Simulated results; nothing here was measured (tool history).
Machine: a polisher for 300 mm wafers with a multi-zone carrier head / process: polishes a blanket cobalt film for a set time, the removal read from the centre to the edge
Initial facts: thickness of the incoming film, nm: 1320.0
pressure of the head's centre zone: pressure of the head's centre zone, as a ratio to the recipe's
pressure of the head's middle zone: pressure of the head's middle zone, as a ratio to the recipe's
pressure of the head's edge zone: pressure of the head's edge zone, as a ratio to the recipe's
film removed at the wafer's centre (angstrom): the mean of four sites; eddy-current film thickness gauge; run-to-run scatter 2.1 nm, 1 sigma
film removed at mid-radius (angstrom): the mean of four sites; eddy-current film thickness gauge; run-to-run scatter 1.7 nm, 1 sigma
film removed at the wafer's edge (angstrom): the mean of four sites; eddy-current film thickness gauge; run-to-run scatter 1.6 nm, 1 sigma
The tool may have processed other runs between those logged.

run,hour,flow of slurry (ml/min),pressure of the head's centre zone,pressure of the head's middle zone,pressure of the head's edge zone,polishing time (s),film removed at the wafer's centre (angstrom),film removed at mid-radius (angstrom),film removed at the wafer's edge (angstrom)
1,0.0,295,1.00,1.00,1.00,53,1675.8,1697.4,1769.9
2,8.4,295,1.00,1.00,1.04,53,1731.9,1747.9,1757.3
3,10.9,295,1.02,1.01,1.04,51,1705.5,1676.7,1736.1
4,19.7,295,0.96,1.01,1.04,51,1643.6,1695.3,1738.6
5,23.2,255,0.96,1.01,1.04,51,1534.4,1607.8,1687.5
6,31.9,255,0.96,1.01,0.97,51,1554.8,1625.6,1656.9
7,35.0,260,0.98,1.02,0.96,49,1544.1,1594.2,1585.8
8,44.0,260,1.00,1.02,0.95,48,1513.2,1561.9,1533.5
9,44.7,255,1.02,1.01,0.94,47,1547.7,1509.1,1490.0
10,46.3,250,1.03,1.01,0.93,46,1484.3,1425.2,1433.8
11,50.7,245,1.04,1.01,0.92,46,1511.8,1460.0,1395.3
12,52.6,240,1.04,1.01,0.92,46,1511.7,1487.3,1438.7
13,53.3,240,1.05,1.01,0.91,46,1532.1,1430.2,1406.6
14,57.1,235,1.05,1.01,0.90,46,1492.9,1419.9,1400.9
15,62.1,235,1.06,1.01,0.89,46,1486.4,1428.2,1413.9

Expected results for the next run?
16,68.8,245,1.14,1.03,0.83,42,?,?,?

Run 16 yielded film removed at the wafer's centre (angstrom) 1481.1, film removed at mid-radius (angstrom) 1337.3, film removed at the wafer's edge (angstrom) 1265.5.

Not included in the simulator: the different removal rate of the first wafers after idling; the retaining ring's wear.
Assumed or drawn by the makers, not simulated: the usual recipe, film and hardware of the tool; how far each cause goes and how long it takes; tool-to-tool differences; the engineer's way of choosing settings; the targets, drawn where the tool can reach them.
